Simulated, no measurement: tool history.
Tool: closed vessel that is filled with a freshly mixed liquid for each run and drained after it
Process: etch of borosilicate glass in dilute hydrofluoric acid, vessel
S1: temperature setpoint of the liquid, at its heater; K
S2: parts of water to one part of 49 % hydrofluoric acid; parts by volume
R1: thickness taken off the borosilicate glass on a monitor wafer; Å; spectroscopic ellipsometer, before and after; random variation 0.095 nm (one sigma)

Run 1, hour 0.0: S1 298.15 K, S2 145 parts by volume, time in the liquid (s) 30. Result: R1 70.496 Å.
Run 2, hour 5.1: S1 300.15 K, S2 145 parts by volume, time in the liquid (s) 30. Result: R1 74.192 Å.
Run 3, hour 6.0: S1 300.15 K, S2 145 parts by volume, time in the liquid (s) 30. Result: R1 74.376 Å.
Run 4, hour 13.9: S1 300.15 K, S2 190 parts by volume, time in the liquid (s) 30. Result: R1 55.328 Å.
Run 5, hour 17.6: S1 301.65 K, S2 170 parts by volume, time in the liquid (s) 30. Result: R1 65.468 Å.
Run 6, hour 23.8: S1 301.65 K, S2 170 parts by volume, time in the liquid (s) 30. Result: R1 65.166 Å.
Run 7, hour 26.1: S1 302.65 K, S2 155 parts by volume, time in the liquid (s) 30. Result: R1 75.849 Å.
Run 8, hour 33.1: S1 303.65 K, S2 150 parts by volume, time in the liquid (s) 30. Result: R1 82.790 Å.
Run 9, hour 36.1: S1 304.15 K, S2 150 parts by volume, time in the liquid (s) 30. Result: R1 83.742 Å.

The next listed run, before its measurement:
Run 10, hour 44.0: S1 304.65 K, S2 145 parts by volume, time in the liquid (s) 30. Result: R1 ?.

{"run 10": {"R1": 88.196}}
